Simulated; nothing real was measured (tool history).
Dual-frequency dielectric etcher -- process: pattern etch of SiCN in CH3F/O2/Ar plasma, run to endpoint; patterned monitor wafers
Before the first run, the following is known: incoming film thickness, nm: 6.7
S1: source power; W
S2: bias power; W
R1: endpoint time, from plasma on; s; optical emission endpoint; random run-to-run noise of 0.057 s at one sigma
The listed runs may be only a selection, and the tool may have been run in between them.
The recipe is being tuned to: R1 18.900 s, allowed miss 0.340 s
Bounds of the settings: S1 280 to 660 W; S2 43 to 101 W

run    day   S1  S2      R1
  1  0.000  470  72  16.750
  2  0.179  520  72  16.216
  3  0.533  520  63  17.045
  4  0.708  520  70  16.439
  5  0.979  500  69  16.680
  6  1.146  480  68  17.064
  7  1.212  470  68  17.167
  8  1.350  460  68  17.339
     1.562  -- wet clean of the chamber
  9  1.562  450  68  16.938
 10  1.862  440  66  17.234
 11  2.233  430  64  17.572
 12  2.375  420  63  17.854
 13  2.667  410  63  17.968
 14  2.933  400  63  18.209
 15  3.033  390  63  18.397

Which one of the following 5 next-run settings gets every result inside its allowed miss? There is exactly one.
  A  3.133  400  63   ?
  B  3.133  380  59   ?
  C  3.133  350  75   ?
  D  3.133  420  65   ?
  E  3.133  350  80   ?

move      R1
   A  18.099
   B  18.885
   C  17.880
   D  17.571
   E  17.459
A: the biggest miss grows against the last run
B: every result within its allowed miss
C: the biggest miss grows against the last run
D: the biggest miss grows against the last run
E: the biggest miss grows against the last run
Move B is the one to make.

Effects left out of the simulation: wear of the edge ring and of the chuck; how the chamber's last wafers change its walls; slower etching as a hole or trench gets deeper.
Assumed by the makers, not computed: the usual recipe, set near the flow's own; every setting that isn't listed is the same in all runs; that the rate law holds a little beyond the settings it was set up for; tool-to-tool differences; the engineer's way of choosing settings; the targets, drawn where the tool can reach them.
